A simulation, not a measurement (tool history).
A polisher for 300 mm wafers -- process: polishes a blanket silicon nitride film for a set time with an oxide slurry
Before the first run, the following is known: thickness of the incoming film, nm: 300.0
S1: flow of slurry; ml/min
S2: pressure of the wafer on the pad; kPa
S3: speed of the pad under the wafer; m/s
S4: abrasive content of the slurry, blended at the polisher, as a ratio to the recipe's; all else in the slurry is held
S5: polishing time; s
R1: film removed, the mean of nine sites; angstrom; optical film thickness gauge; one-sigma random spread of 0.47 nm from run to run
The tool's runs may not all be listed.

run 1 hour=0.0 | S1=120 S2=31.7 S3=1.42 S4=1.00 S5=49 | R1=426.70
run 2 hour=6.1 | S1=105 S2=31.7 S3=1.42 S4=1.00 S5=49 | R1=417.25
run 3 hour=7.4 | S1=105 S2=31.7 S3=1.42 S4=0.80 S5=49 | R1=384.28
run 4 hour=14.0 | S1=105 S2=31.7 S3=1.54 S4=0.80 S5=49 | R1=401.83
run 5 hour=18.2 | S1=105 S2=31.7 S3=1.54 S4=0.65 S5=49 | R1=365.85
run 6 hour=25.7 | S1=75 S2=31.7 S3=1.54 S4=0.65 S5=49 | R1=351.13
run 7 hour=27.2 | S1=90 S2=37.2 S3=1.56 S4=0.65 S5=49 | R1=417.77
run 8 hour=29.6 | S1=100 S2=40.7 S3=1.62 S4=0.65 S5=49 | R1=463.63
run 9 hour=36.6 | S1=105 S2=43.4 S3=1.72 S4=0.65 S5=49 | R1=511.37

For run 10, what comes out?
run 10 hour=45.1 | S1=110 S2=45.5 S3=1.82 S4=0.65 S5=49 | R1=?

R1: 571.50 angstrom
